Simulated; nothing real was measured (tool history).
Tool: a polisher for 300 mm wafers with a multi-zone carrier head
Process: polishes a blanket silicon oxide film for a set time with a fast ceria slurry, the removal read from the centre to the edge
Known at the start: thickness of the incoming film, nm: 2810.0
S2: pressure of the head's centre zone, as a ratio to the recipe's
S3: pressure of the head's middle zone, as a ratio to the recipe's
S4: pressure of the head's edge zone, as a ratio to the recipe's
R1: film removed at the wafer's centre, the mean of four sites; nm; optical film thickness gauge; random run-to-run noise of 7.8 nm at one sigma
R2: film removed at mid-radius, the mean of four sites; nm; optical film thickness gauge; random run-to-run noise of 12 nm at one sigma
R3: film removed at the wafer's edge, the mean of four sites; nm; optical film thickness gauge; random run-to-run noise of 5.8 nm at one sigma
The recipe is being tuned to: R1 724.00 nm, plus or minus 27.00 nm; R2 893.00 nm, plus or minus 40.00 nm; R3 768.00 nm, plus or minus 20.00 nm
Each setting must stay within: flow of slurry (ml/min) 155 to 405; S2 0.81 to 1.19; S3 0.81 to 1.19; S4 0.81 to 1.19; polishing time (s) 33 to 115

run 1 hour=0.0 | flow_of_slurry_(ml/min)=260 S2=1.00 S3=1.00 S4=1.00 polishing_time_(s)=73 | R1=869.41 R2=824.05 R3=875.57
run 2 hour=2.5 | flow_of_slurry_(ml/min)=250 S2=0.96 S3=1.05 S4=0.95 polishing_time_(s)=72 | R1=815.53 R2=872.35 R3=836.57
run 3 hour=10.6 | flow_of_slurry_(ml/min)=295 S2=0.96 S3=1.05 S4=0.95 polishing_time_(s)=72 | R1=823.10 R2=879.21 R3=843.70
run 4 hour=11.3 | flow_of_slurry_(ml/min)=295 S2=0.96 S3=1.05 S4=0.92 polishing_time_(s)=72 | R1=808.19 R2=861.09 R3=840.80
run 5 hour=19.5 | flow_of_slurry_(ml/min)=295 S2=0.96 S3=1.05 S4=0.86 polishing_time_(s)=72 | R1=819.15 R2=876.47 R3=814.70
run 6 hour=24.4 | flow_of_slurry_(ml/min)=290 S2=0.93 S3=1.06 S4=0.84 polishing_time_(s)=71 | R1=801.95 R2=881.97 R3=783.54
run 7 hour=31.1 | flow_of_slurry_(ml/min)=295 S2=0.89 S3=1.06 S4=0.85 polishing_time_(s)=70 | R1=744.59 R2=847.43 R3=790.85
-- hour=36.7 edge zone pressure recalibrated
run 8 hour=36.7 | flow_of_slurry_(ml/min)=290 S2=0.88 S3=1.08 S4=0.84 polishing_time_(s)=70 | R1=750.32 R2=869.35 R3=741.06

Which single option among these 5 for the next run brings every result within its allowed miss of target? Just one does.
run A hour=42.3 | flow_of_slurry_(ml/min)=340 S2=0.92 S3=1.16 S4=0.81 polishing_time_(s)=67 | R1=? R2=? R3=?
run B hour=42.3 | flow_of_slurry_(ml/min)=365 S2=0.85 S3=1.11 S4=0.91 polishing_time_(s)=69 | R1=? R2=? R3=?
run C hour=42.3 | flow_of_slurry_(ml/min)=245 S2=0.97 S3=1.08 S4=0.89 polishing_time_(s)=72 | R1=? R2=? R3=?
run D hour=42.3 | flow_of_slurry_(ml/min)=300 S2=0.87 S3=1.10 S4=0.83 polishing_time_(s)=69 | R1=? R2=? R3=?
run E hour=42.3 | flow_of_slurry_(ml/min)=245 S2=0.95 S3=1.07 S4=0.83 polishing_time_(s)=71 | R1=? R2=? R3=?

move=A R1=753.82 R2=890.99 R3=706.12
move=B R1=726.79 R2=889.15 R3=770.38
move=C R1=816.74 R2=868.14 R3=770.61
move=D R1=727.43 R2=866.14 R3=728.69
move=E R1=790.04 R2=849.46 R3=736.54
A: the biggest miss grows against the last run
B: hits every target within its allowed miss
C: brings the result that was furthest off to its target, and leaves another outside
D: the biggest miss grows against the last run
E: the biggest miss grows against the last run
B meets every target.
